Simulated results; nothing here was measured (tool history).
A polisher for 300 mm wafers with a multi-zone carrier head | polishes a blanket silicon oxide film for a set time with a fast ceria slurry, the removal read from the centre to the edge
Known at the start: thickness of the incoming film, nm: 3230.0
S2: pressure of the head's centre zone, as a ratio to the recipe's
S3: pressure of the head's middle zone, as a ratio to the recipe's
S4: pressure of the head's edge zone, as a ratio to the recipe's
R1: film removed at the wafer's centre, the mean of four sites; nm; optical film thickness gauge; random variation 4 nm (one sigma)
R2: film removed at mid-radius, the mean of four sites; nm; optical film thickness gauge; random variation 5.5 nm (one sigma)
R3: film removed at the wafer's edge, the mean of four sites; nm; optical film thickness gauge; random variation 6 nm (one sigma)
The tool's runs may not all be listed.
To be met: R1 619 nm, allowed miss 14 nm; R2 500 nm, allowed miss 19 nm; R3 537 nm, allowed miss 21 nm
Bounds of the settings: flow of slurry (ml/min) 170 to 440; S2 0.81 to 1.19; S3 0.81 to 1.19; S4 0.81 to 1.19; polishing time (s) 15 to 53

{"run": 1, "hour": 0.0, "flow of slurry (ml/min)": 280, "S2": 1, "S3": 1, "S4": 1, "polishing time (s)": 34, "R1": 369.34, "R2": 399.09, "R3": 409.6}
{"run": 2, "hour": 2.1, "flow of slurry (ml/min)": 280, "S2": 1.08, "S3": 1, "S4": 1, "polishing time (s)": 34, "R1": 401.66, "R2": 396.21, "R3": 396.45}
{"run": 3, "hour": 8.7, "flow of slurry (ml/min)": 280, "S2": 1.08, "S3": 0.96, "S4": 1, "polishing time (s)": 34, "R1": 403.8, "R2": 389.12, "R3": 404.15}
{"run": 4, "hour": 11.7, "flow of slurry (ml/min)": 280, "S2": 1.08, "S3": 1.03, "S4": 1, "polishing time (s)": 34, "R1": 400.65, "R2": 407.56, "R3": 399.64}
{"run": 5, "hour": 18.1, "flow of slurry (ml/min)": 305, "S2": 1.11, "S3": 0.99, "S4": 1.01, "polishing time (s)": 37, "R1": 457.48, "R2": 440.16, "R3": 435.6}
{"run": 6, "hour": 22.8, "flow of slurry (ml/min)": 305, "S2": 1.11, "S3": 1.04, "S4": 1.01, "polishing time (s)": 37, "R1": 453.46, "R2": 452.33, "R3": 443.98}
{"run": 7, "hour": 25.8, "flow of slurry (ml/min)": 320, "S2": 1.13, "S3": 0.99, "S4": 1.02, "polishing time (s)": 39, "R1": 491.91, "R2": 457.15, "R3": 462.52}
{"run": 8, "hour": 29.9, "flow of slurry (ml/min)": 325, "S2": 1.15, "S3": 0.97, "S4": 1.03, "polishing time (s)": 41, "R1": 524.81, "R2": 477.15, "R3": 487.43}

Which of these 5 next moves meets every target?
{"run": "A", "hour": 34.0, "flow of slurry (ml/min)": 335, "S2": 1.15, "S3": 0.84, "S4": 0.87, "polishing time (s)": 48, "R1": "?", "R2": "?", "R3": "?"}
{"run": "B", "hour": 34.0, "flow of slurry (ml/min)": 350, "S2": 1.19, "S3": 0.94, "S4": 1.09, "polishing time (s)": 49, "R1": "?", "R2": "?", "R3": "?"}
{"run": "C", "hour": 34.0, "flow of slurry (ml/min)": 370, "S2": 1.19, "S3": 1, "S4": 0.92, "polishing time (s)": 46, "R1": "?", "R2": "?", "R3": "?"}
{"run": "D", "hour": 34.0, "flow of slurry (ml/min)": 260, "S2": 1.14, "S3": 0.89, "S4": 1.18, "polishing time (s)": 47, "R1": "?", "R2": "?", "R3": "?"}
{"run": "E", "hour": 34.0, "flow of slurry (ml/min)": 315, "S2": 1.14, "S3": 0.96, "S4": 1.1, "polishing time (s)": 49, "R1": "?", "R2": "?", "R3": "?"}

move=A R1=616.91 R2=485.34 R3=540
move=B R1=655.21 R2=545.68 R3=614.88
move=C R1=618.59 R2=542.3 R3=533.32
move=D R1=581.13 R2=484.83 R3=600.27
move=E R1=620.69 R2=550.07 R3=612.91
A: meets every target
B: takes the result that was furthest off past its target
C: brings the result that was furthest off to its target, and leaves another outside
D: nearer than the last run, and not there yet
E: brings the result that was furthest off to its target, and leaves another outside
The right move is A.
